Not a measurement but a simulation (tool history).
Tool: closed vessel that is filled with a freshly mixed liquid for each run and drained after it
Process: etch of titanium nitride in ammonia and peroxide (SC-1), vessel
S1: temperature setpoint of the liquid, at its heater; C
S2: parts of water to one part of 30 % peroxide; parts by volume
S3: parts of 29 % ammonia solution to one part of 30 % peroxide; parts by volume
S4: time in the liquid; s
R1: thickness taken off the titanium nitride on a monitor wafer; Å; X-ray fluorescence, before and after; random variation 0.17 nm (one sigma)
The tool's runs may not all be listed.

run  hour    S1   S2    S3   S4       R1
  1   0.0  48.0  7.0  0.70  240   95.395
  2   8.9  45.5  7.0  0.70  240   80.026
  3  11.4  40.5  7.0  0.70  240   56.326
  4  17.2  46.0  7.0  0.70  240   82.660
  5  18.6  50.0  7.0  0.70  240  111.000
  6  22.7  50.0  7.0  0.45  240  103.000

The next listed run, before its measurement:
  7  31.3  53.0  7.0  0.45  240   ?

{"run 7": {"R1": 127.15}}
